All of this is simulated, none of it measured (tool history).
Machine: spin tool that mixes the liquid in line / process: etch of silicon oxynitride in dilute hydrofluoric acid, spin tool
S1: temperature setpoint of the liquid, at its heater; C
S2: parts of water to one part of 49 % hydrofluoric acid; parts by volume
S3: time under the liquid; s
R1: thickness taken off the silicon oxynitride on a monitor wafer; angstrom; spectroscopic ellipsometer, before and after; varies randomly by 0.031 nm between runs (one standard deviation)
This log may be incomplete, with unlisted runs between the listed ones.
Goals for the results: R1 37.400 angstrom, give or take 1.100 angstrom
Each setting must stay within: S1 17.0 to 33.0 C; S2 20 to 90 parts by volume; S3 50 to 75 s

run	day	S1	S2	S3	R1
1	0.000	25.0	50	75	21.705
2	0.212	23.0	50	75	20.027
3	0.562	24.0	50	75	21.353
4	0.875	24.0	50	75	21.117
5	1.138	26.5	50	75	23.760
6	1.200	26.5	65	75	17.970
7	1.512	27.5	60	75	20.609
8	1.538	28.0	60	75	20.803
9	1.892	28.5	55	75	23.570

Next run, 4 choices. One meets every target within its allowed miss, the rest don't. Which?
A	2.246	28.0	50	50	?
B	2.246	28.5	40	70	?
C	2.246	31.0	40	75	?
D	2.246	27.5	45	70	?

move	R1
A	16.939
B	30.641
C	36.928
D	25.852
A: moves away from the targets compared with the last run
B: better than the last run, though not everything is in spec
C: every result within its allowed miss
D: better than the last run, though not everything is in spec
C is the move that brings every result within its allowed miss.

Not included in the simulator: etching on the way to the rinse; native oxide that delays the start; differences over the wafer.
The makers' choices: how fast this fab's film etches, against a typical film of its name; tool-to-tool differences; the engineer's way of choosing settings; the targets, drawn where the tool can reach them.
